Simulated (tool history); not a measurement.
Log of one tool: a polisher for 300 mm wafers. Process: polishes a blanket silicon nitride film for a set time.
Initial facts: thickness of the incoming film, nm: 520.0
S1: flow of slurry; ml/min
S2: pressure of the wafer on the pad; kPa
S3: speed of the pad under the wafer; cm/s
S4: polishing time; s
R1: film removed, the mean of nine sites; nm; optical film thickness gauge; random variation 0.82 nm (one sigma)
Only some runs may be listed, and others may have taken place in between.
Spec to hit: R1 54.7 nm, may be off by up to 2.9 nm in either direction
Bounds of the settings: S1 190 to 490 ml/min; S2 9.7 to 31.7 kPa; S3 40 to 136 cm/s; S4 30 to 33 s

run,hour,S1,S2,S3,S4,R1
1,0,315,20.7,88,33,40.004
2,6.9,365,20.7,88,33,41.823
3,12.7,370,21.4,88,33,43.413
4,18.1,375,22.1,88,33,44.492
5,22.5,375,22.8,88,33,45.924
6,27.4,350,22.8,88,33,45.33
7,31.7,355,23.4,88,33,46.411
8,37.6,360,24.1,88,33,48.065
9,42.3,365,24.8,88,33,50.502
10,45.9,370,25.5,88,33,50.805

Which single option among these 5 for the next run brings every result within its allowed miss of target? Just one does.
A,49.5,345,29.6,78,33,?
B,49.5,375,20.7,98,33,?
C,49.5,320,25.5,86,31,?
D,49.5,370,24.1,84,30,?
E,49.5,415,26.2,84,30,?

move,R1
A,52.95
B,44.511
C,45.959
D,41.813
E,45.634
A: every result within its allowed miss
B: misses by more than the last run did
C: misses by more than the last run did
D: misses by more than the last run did
E: misses by more than the last run did
Move A is the one to make.
